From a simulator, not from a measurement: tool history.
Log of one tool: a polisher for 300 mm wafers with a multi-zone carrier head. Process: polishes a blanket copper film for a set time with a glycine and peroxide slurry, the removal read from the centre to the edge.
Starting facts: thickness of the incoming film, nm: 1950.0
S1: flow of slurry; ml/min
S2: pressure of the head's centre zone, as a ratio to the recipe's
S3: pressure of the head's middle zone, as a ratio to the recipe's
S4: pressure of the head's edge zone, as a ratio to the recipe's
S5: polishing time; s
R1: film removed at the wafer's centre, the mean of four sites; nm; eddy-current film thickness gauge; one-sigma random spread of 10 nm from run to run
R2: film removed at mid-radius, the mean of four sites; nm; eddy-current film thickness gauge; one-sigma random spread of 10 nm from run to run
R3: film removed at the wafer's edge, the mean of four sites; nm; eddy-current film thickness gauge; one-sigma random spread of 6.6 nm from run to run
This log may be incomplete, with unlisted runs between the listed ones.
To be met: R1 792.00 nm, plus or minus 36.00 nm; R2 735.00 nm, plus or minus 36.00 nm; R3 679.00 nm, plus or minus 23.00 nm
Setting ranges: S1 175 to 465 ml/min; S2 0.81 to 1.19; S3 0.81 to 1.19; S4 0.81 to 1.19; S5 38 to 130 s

run	hour	S1	S2	S3	S4	S5	R1	R2	R3
1	0.0	295	1.00	1.00	1.00	84	623.65	628.50	632.01
2	4.3	300	1.04	1.02	1.00	85	668.76	660.21	654.41
3	10.9	300	1.04	1.02	1.00	99	778.18	763.63	755.06
4	13.9	300	0.97	1.02	1.00	99	709.88	769.71	765.97
5	14.9	300	1.03	1.02	1.00	99	758.89	774.13	757.40
6	20.3	265	1.03	1.02	1.00	99	775.21	742.70	753.86
7	23.4	265	1.04	1.03	0.97	98	756.02	752.47	733.05
8	26.0	260	1.06	1.03	0.95	98	757.54	751.25	720.78

Of the 5 settings listed for the next run, only one would bring every result within its allowed miss of target. Which one?
A	28.6	340	1.06	1.18	1.14	84	?	?	?
B	28.6	260	0.99	1.06	0.93	93	?	?	?
C	28.6	175	1.05	0.92	1.00	106	?	?	?
D	28.6	345	1.13	0.92	0.93	91	?	?	?
E	28.6	175	1.18	1.11	0.99	95	?	?	?

move	R1	R2	R3
A	688.37	746.74	688.67
B	691.56	736.09	678.27
C	791.34	709.01	773.27
D	794.93	655.55	678.17
E	798.73	744.24	687.92
A: corrects the largest miss of the last run, while another result sits out of spec
B: corrects the largest miss of the last run, while another result sits out of spec
C: lands further from the targets than the last run did
D: corrects the largest miss of the last run, while another result sits out of spec
E: every result lands within tolerance
Answer: E
